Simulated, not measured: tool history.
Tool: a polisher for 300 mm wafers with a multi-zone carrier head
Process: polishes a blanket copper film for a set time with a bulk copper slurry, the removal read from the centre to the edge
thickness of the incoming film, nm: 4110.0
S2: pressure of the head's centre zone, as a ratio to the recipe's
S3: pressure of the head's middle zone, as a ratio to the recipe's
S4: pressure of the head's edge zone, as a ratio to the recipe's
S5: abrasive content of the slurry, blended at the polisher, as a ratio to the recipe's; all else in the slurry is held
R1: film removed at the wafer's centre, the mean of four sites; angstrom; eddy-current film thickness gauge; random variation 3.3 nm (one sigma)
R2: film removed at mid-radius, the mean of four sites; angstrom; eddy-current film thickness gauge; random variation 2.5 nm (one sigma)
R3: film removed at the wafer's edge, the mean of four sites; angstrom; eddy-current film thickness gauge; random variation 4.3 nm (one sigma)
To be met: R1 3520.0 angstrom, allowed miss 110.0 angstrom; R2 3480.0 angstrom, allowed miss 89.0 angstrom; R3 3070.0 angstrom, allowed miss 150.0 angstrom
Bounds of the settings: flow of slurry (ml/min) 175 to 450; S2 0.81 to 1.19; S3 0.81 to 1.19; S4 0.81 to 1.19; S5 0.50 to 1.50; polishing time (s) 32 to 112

Run 1, hour 0.0: flow of slurry (ml/min) 290, S2 1.00, S3 1.00, S4 1.00, S5 1.00, polishing time (s) 72. Result: R1 4819.0 angstrom, R2 4907.9 angstrom, R3 4833.1 angstrom.
Run 2, hour 4.3: flow of slurry (ml/min) 300, S2 1.01, S3 1.00, S4 0.95, S5 0.85, polishing time (s) 66. Result: R1 4430.9 angstrom, R2 4410.6 angstrom, R3 4223.1 angstrom.
Run 3, hour 10.0: flow of slurry (ml/min) 300, S2 1.01, S3 1.00, S4 0.95, S5 0.85, polishing time (s) 80. Result: R1 5344.9 angstrom, R2 5345.7 angstrom, R3 5155.7 angstrom.
Run 4, hour 15.7: flow of slurry (ml/min) 300, S2 1.01, S3 1.00, S4 1.03, S5 0.85, polishing time (s) 80. Result: R1 5307.1 angstrom, R2 5458.2 angstrom, R3 5356.4 angstrom.
Run 5, hour 21.1: flow of slurry (ml/min) 310, S2 1.01, S3 1.01, S4 0.97, S5 0.75, polishing time (s) 71. Result: R1 4705.6 angstrom, R2 4730.6 angstrom, R3 4398.9 angstrom.
Run 6, hour 21.8: flow of slurry (ml/min) 310, S2 0.94, S3 1.01, S4 0.97, S5 0.75, polishing time (s) 71. Result: R1 4257.9 angstrom, R2 4716.7 angstrom, R3 4452.4 angstrom.
Run 7, hour 24.4: flow of slurry (ml/min) 325, S2 1.02, S3 0.98, S4 0.87, S5 0.50, polishing time (s) 51. Result: R1 3184.2 angstrom, R2 3175.2 angstrom, R3 2973.7 angstrom.
Run 8, hour 25.5: flow of slurry (ml/min) 325, S2 1.02, S3 0.98, S4 0.87, S5 0.50, polishing time (s) 51. Result: R1 3175.8 angstrom, R2 3133.9 angstrom, R3 2910.6 angstrom.
Run 9, hour 31.9: flow of slurry (ml/min) 335, S2 1.04, S3 1.00, S4 0.89, S5 0.50, polishing time (s) 51. Result: R1 3282.8 angstrom, R2 3170.5 angstrom, R3 3020.7 angstrom.
Run 10, hour 32.7: flow of slurry (ml/min) 335, S2 1.05, S3 1.04, S4 0.88, S5 0.50, polishing time (s) 51. Result: R1 3289.7 angstrom, R2 3335.2 angstrom, R3 2914.2 angstrom.
Run 11, hour 35.8: flow of slurry (ml/min) 340, S2 1.06, S3 1.05, S4 0.90, S5 0.50, polishing time (s) 51. Result: R1 3352.2 angstrom, R2 3307.1 angstrom, R3 3035.0 angstrom.
Run 12, hour 40.6: flow of slurry (ml/min) 345, S2 1.07, S3 1.07, S4 0.90, S5 0.50, polishing time (s) 51. Result: R1 3387.5 angstrom, R2 3395.8 angstrom, R3 2978.2 angstrom.

Which of these 5 next moves meets every target?
Run A, hour 45.4: flow of slurry (ml/min) 290, S2 1.06, S3 1.07, S4 0.87, S5 0.50, polishing time (s) 49. Result: R1 ?, R2 ?, R3 ?.
Run B, hour 45.4: flow of slurry (ml/min) 345, S2 1.04, S3 1.09, S4 0.87, S5 0.50, polishing time (s) 51. Result: R1 ?, R2 ?, R3 ?.
Run C, hour 45.4: flow of slurry (ml/min) 360, S2 1.08, S3 1.09, S4 0.90, S5 0.50, polishing time (s) 49. Result: R1 ?, R2 ?, R3 ?.
Run D, hour 45.4: flow of slurry (ml/min) 345, S2 1.19, S3 1.09, S4 0.81, S5 0.50, polishing time (s) 48. Result: R1 ?, R2 ?, R3 ?.
Run E, hour 45.4: flow of slurry (ml/min) 300, S2 1.06, S3 1.03, S4 0.84, S5 0.50, polishing time (s) 55. Result: R1 ?, R2 ?, R3 ?.

move      R1      R2      R3
   A  3135.0  3208.1  2760.9
   B  3256.8  3444.5  2906.3
   C  3259.9  3319.8  2834.6
   D  3501.2  3239.6  2666.5
   E  3530.2  3497.2  3069.0
A: further off than the last run
B: further off than the last run
C: further off than the last run
D: brings the result that was furthest off to its target, and leaves another outside
E: meets every target
Answer: E
